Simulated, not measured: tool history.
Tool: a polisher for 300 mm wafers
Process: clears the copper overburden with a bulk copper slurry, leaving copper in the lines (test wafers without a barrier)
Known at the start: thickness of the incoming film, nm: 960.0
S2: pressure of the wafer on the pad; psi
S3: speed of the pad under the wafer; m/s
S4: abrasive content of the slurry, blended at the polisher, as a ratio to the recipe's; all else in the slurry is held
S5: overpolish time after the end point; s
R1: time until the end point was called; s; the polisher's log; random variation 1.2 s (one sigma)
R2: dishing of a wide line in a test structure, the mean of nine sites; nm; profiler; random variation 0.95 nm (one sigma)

Run 1, hour 0.0: flow of slurry (ml/min) 280, S2 2.1 psi, S3 1.42 m/s, S4 1.0, S5 25 s. Result: R1 91.781 s, R2 46.710 nm.
Run 2, hour 3.0: flow of slurry (ml/min) 280, S2 1.9 psi, S3 1.42 m/s, S4 1.0, S5 25 s. Result: R1 100.320 s, R2 45.417 nm.
Run 3, hour 9.1: flow of slurry (ml/min) 280, S2 1.7 psi, S3 1.42 m/s, S4 1.0, S5 25 s. Result: R1 107.840 s, R2 42.863 nm.
Run 4, hour 11.8: flow of slurry (ml/min) 330, S2 1.7 psi, S3 1.42 m/s, S4 1.0, S5 25 s. Result: R1 105.640 s, R2 44.355 nm.
Run 5, hour 16.8: flow of slurry (ml/min) 330, S2 1.7 psi, S3 1.30 m/s, S4 1.0, S5 25 s. Result: R1 113.490 s, R2 43.214 nm.
Run 6, hour 25.3: flow of slurry (ml/min) 330, S2 1.7 psi, S3 1.30 m/s, S4 1.0, S5 15 s. Result: R1 116.710 s, R2 37.159 nm.

Run 7 comes next. What will it give?
Run 7, hour 34.3: flow of slurry (ml/min) 320, S2 1.6 psi, S3 1.30 m/s, S4 1.0, S5 19 s. Result: R1 ?, R2 ?.

Run 7 gave R1 119.470 s, R2 40.564 nm.
